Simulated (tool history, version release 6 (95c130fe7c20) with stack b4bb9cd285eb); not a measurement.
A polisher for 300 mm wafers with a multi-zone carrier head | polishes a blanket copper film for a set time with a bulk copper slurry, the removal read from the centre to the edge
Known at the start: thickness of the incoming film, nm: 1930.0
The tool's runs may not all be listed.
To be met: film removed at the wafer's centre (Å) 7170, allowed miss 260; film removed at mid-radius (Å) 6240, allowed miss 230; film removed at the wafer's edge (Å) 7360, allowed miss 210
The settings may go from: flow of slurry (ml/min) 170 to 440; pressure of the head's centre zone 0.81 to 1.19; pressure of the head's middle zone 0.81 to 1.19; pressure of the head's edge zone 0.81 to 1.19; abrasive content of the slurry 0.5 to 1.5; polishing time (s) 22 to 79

run	day	flow of slurry (ml/min)	pressure of the head's centre zone	pressure of the head's middle zone	pressure of the head's edge zone	abrasive content of the slurry	polishing time (s)	film removed at the wafer's centre (Å)	film removed at mid-radius (Å)	film removed at the wafer's edge (Å)
1	0	280	1	1	1	1	50	5419.2	5569.1	5465.9
2	0.304	285	1.02	0.97	1.04	1.1	51	5954.7	5644.5	5809.5
3	0.542	285	1.02	0.97	1.04	1	51	5759.9	5426.9	5767.1
4	0.588	285	1.02	0.97	1.09	1	51	5815.6	5549.8	5879.6
5	0.8	285	1.02	0.89	1.09	1	51	5852.9	5131.3	5913.1
6	0.929	285	1.02	0.89	1.09	0.85	51	5608.8	4901.2	5658
7	0.962	290	1.02	0.89	1.11	1	52	5923.4	5180	6077.4
8	0.988	295	1.03	0.9	1.13	1.1	53	6329.9	5543.6	6359.2

4 next moves are on the table. One of them brings every result within its allowed miss. Which?
A	1.012	360	1.03	0.89	1.16	0.95	61	?	?	?
B	1.012	360	1.19	1.19	0.93	1.3	48	?	?	?
C	1.012	275	1.07	1.05	1.11	1.15	58	?	?	?
D	1.012	275	1.09	0.99	0.98	1.2	60	?	?	?

move	film removed at the wafer's centre (Å)	film removed at mid-radius (Å)	film removed at the wafer's edge (Å)
A	7179.3	6199.3	7398.1
B	7086	6750.4	5628.6
C	7232	6916	7052.9
D	7701.1	6880.7	6940.9
A: meets every target
B: further off than the last run
C: nearer than the last run, and not there yet
D: nearer than the last run, and not there yet
Move A is the one to make.

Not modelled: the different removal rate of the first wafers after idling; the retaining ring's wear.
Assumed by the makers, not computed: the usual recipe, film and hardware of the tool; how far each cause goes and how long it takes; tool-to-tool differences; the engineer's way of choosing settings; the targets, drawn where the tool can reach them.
